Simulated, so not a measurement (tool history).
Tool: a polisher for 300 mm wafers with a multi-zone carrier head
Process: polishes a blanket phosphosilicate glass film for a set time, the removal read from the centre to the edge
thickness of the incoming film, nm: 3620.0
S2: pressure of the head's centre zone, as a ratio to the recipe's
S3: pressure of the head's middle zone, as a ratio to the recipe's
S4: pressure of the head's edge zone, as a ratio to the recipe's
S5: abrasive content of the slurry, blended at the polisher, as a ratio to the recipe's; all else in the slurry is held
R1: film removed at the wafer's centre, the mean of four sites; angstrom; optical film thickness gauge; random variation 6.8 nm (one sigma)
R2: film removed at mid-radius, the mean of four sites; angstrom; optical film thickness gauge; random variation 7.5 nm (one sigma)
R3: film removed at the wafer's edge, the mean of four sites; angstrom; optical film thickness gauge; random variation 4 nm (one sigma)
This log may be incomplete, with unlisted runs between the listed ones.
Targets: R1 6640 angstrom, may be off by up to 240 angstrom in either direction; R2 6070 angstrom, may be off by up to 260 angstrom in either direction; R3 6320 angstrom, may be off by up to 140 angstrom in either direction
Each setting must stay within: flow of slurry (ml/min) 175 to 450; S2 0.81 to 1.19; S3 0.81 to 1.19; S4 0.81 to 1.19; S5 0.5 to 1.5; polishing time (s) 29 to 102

Run 1, hour 0: flow of slurry (ml/min) 290, S2 1, S3 1, S4 1, S5 1, polishing time (s) 65. Result: R1 4694.3 angstrom, R2 4616.2 angstrom, R3 4742.9 angstrom.
Run 2, hour 6.4: flow of slurry (ml/min) 290, S2 1, S3 1, S4 1, S5 1.15, polishing time (s) 65. Result: R1 5057.5 angstrom, R2 4950.7 angstrom, R3 5066.3 angstrom.
Run 3, hour 14: flow of slurry (ml/min) 290, S2 1.03, S3 1, S4 1, S5 1.15, polishing time (s) 65. Result: R1 5188 angstrom, R2 5024.1 angstrom, R3 5070.4 angstrom.
Run 4, hour 16: flow of slurry (ml/min) 290, S2 1.03, S3 1, S4 0.95, S5 1.15, polishing time (s) 65. Result: R1 5186.2 angstrom, R2 4977.2 angstrom, R3 4979.3 angstrom.
Run 5, hour 18.9: flow of slurry (ml/min) 290, S2 1.08, S3 1, S4 0.95, S5 1.15, polishing time (s) 65. Result: R1 5436.5 angstrom, R2 4954.6 angstrom, R3 4967.1 angstrom.
Run 6, hour 26.5: flow of slurry (ml/min) 295, S2 1.09, S3 1, S4 1, S5 1.25, polishing time (s) 65. Result: R1 5693.5 angstrom, R2 5270.7 angstrom, R3 5259.7 angstrom.
Run 7, hour 31.7: flow of slurry (ml/min) 300, S2 1.1, S3 0.99, S4 1.04, S5 1.3, polishing time (s) 66. Result: R1 5965.9 angstrom, R2 5257.6 angstrom, R3 5506.8 angstrom.
Run 8, hour 39.3: flow of slurry (ml/min) 305, S2 1.1, S3 1, S4 1.07, S5 1.35, polishing time (s) 66. Result: R1 6067.5 angstrom, R2 5538.4 angstrom, R3 5701.5 angstrom.

Which of these 4 next moves meets every target?
Run A, hour 46.9: flow of slurry (ml/min) 305, S2 1.08, S3 1, S4 1.05, S5 1.45, polishing time (s) 72. Result: R1 ?, R2 ?, R3 ?.
Run B, hour 46.9: flow of slurry (ml/min) 360, S2 1.19, S3 1.14, S4 1.05, S5 1.4, polishing time (s) 54. Result: R1 ?, R2 ?, R3 ?.
Run C, hour 46.9: flow of slurry (ml/min) 295, S2 0.95, S3 1.05, S4 1.1, S5 1.35, polishing time (s) 71. Result: R1 ?, R2 ?, R3 ?.
Run D, hour 46.9: flow of slurry (ml/min) 390, S2 1.04, S3 1.19, S4 1.04, S5 1.45, polishing time (s) 62. Result: R1 ?, R2 ?, R3 ?.

move      R1      R2      R3
   A  6571.4  6083.7    6330
   B  5463.3  5069.2  4736.4
   C  5529.9  6053.1  6204.1
   D  5590.6  6145.3  5506.1
A: each result inside its tolerance
B: misses by more than the last run did
C: brings the last run's worst result on target, with another outside its allowed miss
D: misses by more than the last run did
The move that meets every target is A.
